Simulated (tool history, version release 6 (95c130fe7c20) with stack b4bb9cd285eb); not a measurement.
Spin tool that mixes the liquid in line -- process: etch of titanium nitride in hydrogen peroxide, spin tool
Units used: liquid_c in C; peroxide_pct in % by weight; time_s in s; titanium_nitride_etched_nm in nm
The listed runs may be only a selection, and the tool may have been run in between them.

{"run": 1, "hour": 0.0, "liquid_c": 45, "peroxide_pct": 16.5, "time_s": 70, "titanium_nitride_etched_nm": 2.91}
{"run": 2, "hour": 6.9, "liquid_c": 43, "peroxide_pct": 16.5, "time_s": 70, "titanium_nitride_etched_nm": 2.513}
{"run": 3, "hour": 11.2, "liquid_c": 41, "peroxide_pct": 16.5, "time_s": 70, "titanium_nitride_etched_nm": 2.1503}
{"run": 4, "hour": 17.9, "liquid_c": 47, "peroxide_pct": 16.5, "time_s": 70, "titanium_nitride_etched_nm": 3.3625}
{"run": 5, "hour": 22.7, "liquid_c": 47, "peroxide_pct": 16.5, "time_s": 70, "titanium_nitride_etched_nm": 3.3928}
{"run": 6, "hour": 28.5, "liquid_c": 54, "peroxide_pct": 16.5, "time_s": 70, "titanium_nitride_etched_nm": 5.5848}

Run 7 comes next. What will it give?
{"run": 7, "hour": 35.6, "liquid_c": 46, "peroxide_pct": 14, "time_s": 65, "titanium_nitride_etched_nm": "?"}

{"run 7": {"titanium_nitride_etched_nm": 2.8076}}

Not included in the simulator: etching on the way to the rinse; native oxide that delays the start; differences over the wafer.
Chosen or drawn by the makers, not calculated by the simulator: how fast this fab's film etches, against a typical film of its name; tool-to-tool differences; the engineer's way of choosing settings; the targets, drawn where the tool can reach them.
